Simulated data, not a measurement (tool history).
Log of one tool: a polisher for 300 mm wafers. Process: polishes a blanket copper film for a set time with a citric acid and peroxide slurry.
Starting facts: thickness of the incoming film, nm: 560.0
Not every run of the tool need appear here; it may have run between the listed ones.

| run | hour | flow of slurry (ml/min) | pressure of the wafer on the pad (psi) | speed of the pad under the wafer (cm/s) | abrasive content of the slurry | polishing time (s) | film removed (angstrom) |
|---|---|---|---|---|---|---|---|
| 1 | 0.0 | 145 | 2.7 | 82 | 1.0 | 47 | 785.60 |
| 2 | 4.8 | 165 | 2.7 | 82 | 1.0 | 47 | 836.80 |
| 3 | 6.0 | 170 | 2.8 | 82 | 1.0 | 47 | 862.26 |
| 4 | 9.1 | 170 | 2.8 | 72 | 1.0 | 47 | 768.54 |
| 5 | 15.9 | 170 | 2.8 | 60 | 1.0 | 47 | 658.26 |
| 6 | 22.3 | 170 | 3.0 | 60 | 1.0 | 47 | 717.40 |
| 7 | 26.1 | 170 | 3.1 | 60 | 1.0 | 47 | 714.13 |
| 8 | 28.6 | 175 | 3.2 | 62 | 1.0 | 47 | 763.71 |
| 9 | 35.9 | 175 | 3.3 | 64 | 1.0 | 47 | 830.82 |
| 10 | 39.5 | 175 | 3.4 | 64 | 1.0 | 47 | 844.62 |
| 11 | 44.5 | 175 | 3.5 | 64 | 1.0 | 47 | 859.53 |

Forecast run 12:
| 12 | 47.0 | 175 | 3.6 | 64 | 1.0 | 47 | ? |

{"run 12": {"film removed (angstrom)": 916.56}}
